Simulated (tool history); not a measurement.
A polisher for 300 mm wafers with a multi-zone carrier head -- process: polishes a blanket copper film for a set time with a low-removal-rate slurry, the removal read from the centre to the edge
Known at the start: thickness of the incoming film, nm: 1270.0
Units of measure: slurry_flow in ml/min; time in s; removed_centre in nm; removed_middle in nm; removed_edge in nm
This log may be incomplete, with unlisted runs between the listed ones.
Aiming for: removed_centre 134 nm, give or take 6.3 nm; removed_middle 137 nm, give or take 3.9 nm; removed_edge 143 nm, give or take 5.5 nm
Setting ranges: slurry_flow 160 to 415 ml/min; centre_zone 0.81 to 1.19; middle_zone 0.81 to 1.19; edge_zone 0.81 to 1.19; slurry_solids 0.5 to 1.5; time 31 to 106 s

Run 1, hour 0: slurry_flow 265 ml/min, centre_zone 1, middle_zone 1, edge_zone 1, slurry_solids 1, time 68 s. Result: removed_centre 254.38 nm, removed_middle 259.98 nm, removed_edge 258.91 nm.
Run 2, hour 5.1: slurry_flow 205 ml/min, centre_zone 1, middle_zone 1, edge_zone 1, slurry_solids 1, time 68 s. Result: removed_centre 237.93 nm, removed_middle 251.82 nm, removed_edge 249.5 nm.
Run 3, hour 8.4: slurry_flow 200 ml/min, centre_zone 0.98, middle_zone 0.96, edge_zone 0.97, slurry_solids 0.85, time 60 s. Result: removed_centre 206.24 nm, removed_middle 202.88 nm, removed_edge 214.19 nm.
Run 4, hour 9.9: slurry_flow 160 ml/min, centre_zone 0.98, middle_zone 0.96, edge_zone 0.97, slurry_solids 0.85, time 60 s. Result: removed_centre 195.65 nm, removed_middle 197.21 nm, removed_edge 207.78 nm.
Run 5, hour 12.8: slurry_flow 205 ml/min, centre_zone 0.98, middle_zone 0.96, edge_zone 0.97, slurry_solids 0.85, time 60 s. Result: removed_centre 202.99 nm, removed_middle 206.05 nm, removed_edge 217.44 nm.
Run 6, hour 15.8: slurry_flow 205 ml/min, centre_zone 0.98, middle_zone 0.96, edge_zone 0.92, slurry_solids 0.85, time 60 s. Result: removed_centre 207.33 nm, removed_middle 207.81 nm, removed_edge 204.85 nm.
Run 7, hour 20: slurry_flow 195 ml/min, centre_zone 0.94, middle_zone 0.94, edge_zone 0.9, slurry_solids 0.75, time 55 s. Result: removed_centre 173.32 nm, removed_middle 178.6 nm, removed_edge 181.01 nm.
Run 8, hour 21.5: slurry_flow 195 ml/min, centre_zone 0.92, middle_zone 0.92, edge_zone 0.88, slurry_solids 0.65, time 53 s. Result: removed_centre 161.15 nm, removed_middle 163.73 nm, removed_edge 167.37 nm.
Run 9, hour 23.3: slurry_flow 195 ml/min, centre_zone 0.9, middle_zone 0.9, edge_zone 0.86, slurry_solids 0.6, time 52 s. Result: removed_centre 157.06 nm, removed_middle 155.08 nm, removed_edge 157.36 nm.
Run 10, hour 27.8: slurry_flow 195 ml/min, centre_zone 0.9, middle_zone 0.9, edge_zone 0.86, slurry_solids 0.6, time 52 s. Result: removed_centre 148.64 nm, removed_middle 155.27 nm, removed_edge 159.51 nm.
Run 11, hour 30.8: slurry_flow 195 ml/min, centre_zone 0.9, middle_zone 0.89, edge_zone 0.85, slurry_solids 0.55, time 51 s. Result: removed_centre 142.79 nm, removed_middle 149.18 nm, removed_edge 150.22 nm.
Run 12, hour 37.3: slurry_flow 190 ml/min, centre_zone 0.89, middle_zone 0.87, edge_zone 0.84, slurry_solids 0.55, time 51 s. Result: removed_centre 142.57 nm, removed_middle 146.67 nm, removed_edge 153.54 nm.
Run 13, hour 44.4: slurry_flow 195 ml/min, centre_zone 0.89, middle_zone 0.87, edge_zone 0.84, slurry_solids 0.55, time 50 s. Result: removed_centre 143.35 nm, removed_middle 144.85 nm, removed_edge 148.95 nm.
Run 14, hour 53.2: slurry_flow 190 ml/min, centre_zone 0.85, middle_zone 0.84, edge_zone 0.83, slurry_solids 0.5, time 48 s. Result: removed_centre 130.18 nm, removed_middle 129.99 nm, removed_edge 143.13 nm.
Run 15, hour 58.7: slurry_flow 195 ml/min, centre_zone 0.86, middle_zone 0.85, edge_zone 0.83, slurry_solids 0.5, time 48 s. Result: removed_centre 131.28 nm, removed_middle 131.5 nm, removed_edge 138.72 nm.

Which one of the following 5 next-run settings gets every result inside its allowed miss? There is exactly one.
Run A, hour 64.2: slurry_flow 160 ml/min, centre_zone 0.92, middle_zone 0.92, edge_zone 0.89, slurry_solids 0.5, time 49 s. Result: removed_centre ?, removed_middle ?, removed_edge ?.
Run B, hour 64.2: slurry_flow 190 ml/min, centre_zone 0.89, middle_zone 0.9, edge_zone 0.81, slurry_solids 0.5, time 46 s. Result: removed_centre ?, removed_middle ?, removed_edge ?.
Run C, hour 64.2: slurry_flow 235 ml/min, centre_zone 0.86, middle_zone 0.91, edge_zone 0.81, slurry_solids 0.55, time 47 s. Result: removed_centre ?, removed_middle ?, removed_edge ?.
Run D, hour 64.2: slurry_flow 285 ml/min, centre_zone 0.96, middle_zone 0.91, edge_zone 0.81, slurry_solids 0.65, time 41 s. Result: removed_centre ?, removed_middle ?, removed_edge ?.
Run E, hour 64.2: slurry_flow 210 ml/min, centre_zone 0.84, middle_zone 0.82, edge_zone 0.96, slurry_solids 0.55, time 44 s. Result: removed_centre ?, removed_middle ?, removed_edge ?.

move  removed_centre  removed_middle  removed_edge
   A          134.54          137.93        146.46
   B          128.02          131.74        135.25
   C          134.96          143.26        144.49
   D          136.25          132.47        132.89
   E          121.72          121.35        144.46
A: hits every target within its allowed miss
B: about as far from the targets as the last run
C: takes the biggest miss from the last run beyond its target
D: its largest miss is bigger than the last run's
E: its largest miss is bigger than the last run's
The right move is A.
